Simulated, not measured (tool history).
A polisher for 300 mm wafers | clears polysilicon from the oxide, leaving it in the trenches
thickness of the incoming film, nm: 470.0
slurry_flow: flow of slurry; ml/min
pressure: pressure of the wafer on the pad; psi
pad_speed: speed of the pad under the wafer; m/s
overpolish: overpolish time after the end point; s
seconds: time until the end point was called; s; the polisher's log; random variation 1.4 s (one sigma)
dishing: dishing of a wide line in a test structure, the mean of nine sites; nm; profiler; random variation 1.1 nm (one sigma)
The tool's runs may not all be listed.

run 1 hour=0 | slurry_flow=240 pressure=1.9 pad_speed=0.76 overpolish=25 | seconds=71.793 dishing=66.813
run 2 hour=4.3 | slurry_flow=185 pressure=1.9 pad_speed=0.76 overpolish=25 | seconds=74.355 dishing=66.204
run 3 hour=5.3 | slurry_flow=185 pressure=1.8 pad_speed=0.76 overpolish=24 | seconds=79.212 dishing=60.667
run 4 hour=7.9 | slurry_flow=185 pressure=2.2 pad_speed=0.76 overpolish=24 | seconds=65.269 dishing=67.821
run 5 hour=13.6 | slurry_flow=185 pressure=2.2 pad_speed=0.88 overpolish=24 | seconds=56.652 dishing=68.242
run 6 hour=21 | slurry_flow=185 pressure=2 pad_speed=0.86 overpolish=25 | seconds=63.95 dishing=68.578
run 7 hour=23.5 | slurry_flow=185 pressure=1.8 pad_speed=0.86 overpolish=25 | seconds=69.484 dishing=63.567

Run 8 comes next. What will it give?
run 8 hour=24.7 | slurry_flow=185 pressure=1.6 pad_speed=0.84 overpolish=26 | seconds=? dishing=?

{"run 8": {"seconds": 79.668, "dishing": 63.88}}

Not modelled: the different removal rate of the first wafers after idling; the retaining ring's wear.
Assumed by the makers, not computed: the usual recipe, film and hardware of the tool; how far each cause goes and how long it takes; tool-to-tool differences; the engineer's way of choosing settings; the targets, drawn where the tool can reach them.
